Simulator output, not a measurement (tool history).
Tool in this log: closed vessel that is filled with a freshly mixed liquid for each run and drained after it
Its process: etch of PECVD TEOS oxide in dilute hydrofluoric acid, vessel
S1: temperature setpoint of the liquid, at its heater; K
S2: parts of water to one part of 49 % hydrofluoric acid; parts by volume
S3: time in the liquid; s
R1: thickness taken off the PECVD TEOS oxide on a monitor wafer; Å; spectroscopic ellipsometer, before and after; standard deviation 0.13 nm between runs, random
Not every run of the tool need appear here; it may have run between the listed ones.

{"run": 1, "day": 0.0, "S1": 299.15, "S2": 55, "S3": 30, "R1": 186.07}
{"run": 2, "day": 0.308, "S1": 298.65, "S2": 55, "S3": 30, "R1": 179.22}
{"run": 3, "day": 0.617, "S1": 295.65, "S2": 55, "S3": 30, "R1": 159.74}
{"run": 4, "day": 0.833, "S1": 295.15, "S2": 55, "S3": 30, "R1": 158.32}
{"run": 5, "day": 1.212, "S1": 297.65, "S2": 55, "S3": 30, "R1": 175.67}
{"run": 6, "day": 1.304, "S1": 297.15, "S2": 55, "S3": 30, "R1": 170.11}
{"run": 7, "day": 1.367, "S1": 296.65, "S2": 55, "S3": 30, "R1": 163.66}

Run 8 is up next; what results do you expect?
{"run": 8, "day": 1.512, "S1": 292.65, "S2": 55, "S3": 30, "R1": "?"}

Run 8 gave R1 142.83 Å.
